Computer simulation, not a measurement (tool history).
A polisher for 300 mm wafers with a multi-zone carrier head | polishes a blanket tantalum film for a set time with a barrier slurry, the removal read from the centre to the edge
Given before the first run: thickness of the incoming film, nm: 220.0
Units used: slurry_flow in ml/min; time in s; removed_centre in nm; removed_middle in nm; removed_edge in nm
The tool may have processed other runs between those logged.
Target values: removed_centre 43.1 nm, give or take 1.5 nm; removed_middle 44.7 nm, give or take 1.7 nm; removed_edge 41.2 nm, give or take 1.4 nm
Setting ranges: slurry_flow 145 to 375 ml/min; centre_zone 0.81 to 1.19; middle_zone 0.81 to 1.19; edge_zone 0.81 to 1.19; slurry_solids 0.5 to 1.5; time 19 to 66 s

run  hour  slurry_flow  centre_zone  middle_zone  edge_zone  slurry_solids  time  removed_centre  removed_middle  removed_edge
  1     0          240            1            1          1              1    42           66.44          66.947        65.093
  2   4.3          240         0.99            1       0.97            0.9    40           60.69            61.6        58.656
  3  12.8          240         0.99            1       0.97            1.1    40          63.992          65.719        61.834
  4  16.1          240         0.99            1       0.97            1.1    50          80.107          81.391        77.314
  5  24.8          235         0.98         0.99       0.94           0.95    46          70.027          70.619        68.409
  6  27.8          235         0.98         0.93       0.94           0.95    46          70.749          66.952        67.178
  7  33.9          240         0.97         0.95       0.92           0.85    42          62.785          61.862        58.815
  8  34.7          240         0.94         0.93        0.9           0.75    40           55.83          55.438         54.59
  9  38.5          245         0.94         0.94       0.88            0.7    38          52.948           52.15        50.439
 10  39.7          245         0.93         0.95       0.87           0.65    37          48.383          50.295        48.058
 11    45          245         0.93         0.95       0.86            0.6    36          46.762          47.674        45.761

Which of these 5 next moves meets every target?
  A  50.3          255         0.88         0.93       0.89           0.55    41               ?               ?             ?
  B  50.3          250         0.87         0.93       1.09            0.5    38               ?               ?             ?
  C  50.3          245         0.96         0.81       0.97            0.5    41               ?               ?             ?
  D  50.3          215         0.93         0.96       0.81            0.6    34               ?               ?             ?
  E  50.3          220         0.99         1.03       0.81            0.7    34               ?               ?             ?

move  removed_centre  removed_middle  removed_edge
   A          51.203          52.948         51.85
   B          45.594          47.577        51.032
   C          53.011          45.964        52.192
   D          44.357          45.126         41.68
   E          48.929           50.03        43.607
A: further off than the last run
B: further off than the last run
C: further off than the last run
D: all results land within tolerance of their targets
E: further off than the last run
The move that meets every target is D.

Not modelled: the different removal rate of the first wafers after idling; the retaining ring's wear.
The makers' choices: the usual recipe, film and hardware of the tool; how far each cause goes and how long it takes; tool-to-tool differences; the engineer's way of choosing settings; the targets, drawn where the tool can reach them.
